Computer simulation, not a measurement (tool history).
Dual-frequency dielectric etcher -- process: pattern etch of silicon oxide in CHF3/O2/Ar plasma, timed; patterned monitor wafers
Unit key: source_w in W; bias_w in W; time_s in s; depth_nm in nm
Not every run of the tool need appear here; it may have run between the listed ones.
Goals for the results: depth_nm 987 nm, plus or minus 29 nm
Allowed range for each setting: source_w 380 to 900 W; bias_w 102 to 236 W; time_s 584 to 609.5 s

{"run": 1, "day": 0.0, "source_w": 640, "bias_w": 169, "time_s": 584, "depth_nm": 1155.1}
{"run": 2, "day": 0.112, "source_w": 580, "bias_w": 163, "time_s": 584, "depth_nm": 1088.3}
{"run": 3, "day": 0.471, "source_w": 550, "bias_w": 160, "time_s": 584, "depth_nm": 1060.8}
{"run": 4, "day": 0.567, "source_w": 530, "bias_w": 158, "time_s": 584, "depth_nm": 1046.8}
{"run": 5, "day": 0.758, "source_w": 530, "bias_w": 174, "time_s": 584, "depth_nm": 1078.9}
{"run": 6, "day": 0.883, "source_w": 500, "bias_w": 171, "time_s": 584, "depth_nm": 1045}
{"run": 7, "day": 0.962, "source_w": 480, "bias_w": 169, "time_s": 584, "depth_nm": 1029.1}
{"run": 8, "day": 1.0, "source_w": 470, "bias_w": 168, "time_s": 584, "depth_nm": 1021.3}
{"run": 9, "day": 1.096, "source_w": 470, "bias_w": 168, "time_s": 584, "depth_nm": 1017.6}

Below are 5 possible settings for the next run. Only one of them brings all results inside the allowed miss of their targets. Which is it?
{"run": "A", "day": 1.192, "source_w": 410, "bias_w": 172, "time_s": 584, "depth_nm": "?"}
{"run": "B", "day": 1.192, "source_w": 520, "bias_w": 153, "time_s": 601, "depth_nm": "?"}
{"run": "C", "day": 1.192, "source_w": 510, "bias_w": 154, "time_s": 605, "depth_nm": "?"}
{"run": "D", "day": 1.192, "source_w": 490, "bias_w": 161, "time_s": 603, "depth_nm": "?"}
{"run": "E", "day": 1.192, "source_w": 530, "bias_w": 164, "time_s": 584, "depth_nm": "?"}

move=A depth_nm=973.47
move=B depth_nm=1049.9
move=C depth_nm=1051.5
move=D depth_nm=1049.6
move=E depth_nm=1055.5
A: all results in spec
B: moves away from the targets compared with the last run
C: moves away from the targets compared with the last run
D: moves away from the targets compared with the last run
E: moves away from the targets compared with the last run
Correct choice: A, which meets every target
